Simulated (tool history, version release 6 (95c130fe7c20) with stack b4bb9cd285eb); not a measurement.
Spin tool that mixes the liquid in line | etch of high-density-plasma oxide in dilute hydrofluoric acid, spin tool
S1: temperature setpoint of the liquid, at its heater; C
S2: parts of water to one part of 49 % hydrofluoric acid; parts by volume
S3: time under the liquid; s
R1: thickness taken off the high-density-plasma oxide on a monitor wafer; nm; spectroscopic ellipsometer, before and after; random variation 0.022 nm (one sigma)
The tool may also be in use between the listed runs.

{"run": 1, "hour": 0.0, "S1": 26.0, "S2": 115, "S3": 15, "R1": 1.4173}
{"run": 2, "hour": 0.8, "S1": 28.0, "S2": 100, "S3": 15, "R1": 1.7734}
{"run": 3, "hour": 3.3, "S1": 29.5, "S2": 90, "S3": 15, "R1": 2.0934}
{"run": 4, "hour": 11.0, "S1": 30.5, "S2": 85, "S3": 15, "R1": 2.3413}
{"run": 5, "hour": 15.4, "S1": 31.5, "S2": 85, "S3": 15, "R1": 2.4082}
{"run": 6, "hour": 17.2, "S1": 31.5, "S2": 85, "S3": 15, "R1": 2.4458}
{"run": 7, "hour": 18.2, "S1": 32.0, "S2": 85, "S3": 15, "R1": 2.4652}

The next listed run, before its measurement:
{"run": 8, "hour": 21.0, "S1": 34.0, "S2": 70, "S3": 15, "R1": "?"}

{"run 8": {"R1": 3.3269}}

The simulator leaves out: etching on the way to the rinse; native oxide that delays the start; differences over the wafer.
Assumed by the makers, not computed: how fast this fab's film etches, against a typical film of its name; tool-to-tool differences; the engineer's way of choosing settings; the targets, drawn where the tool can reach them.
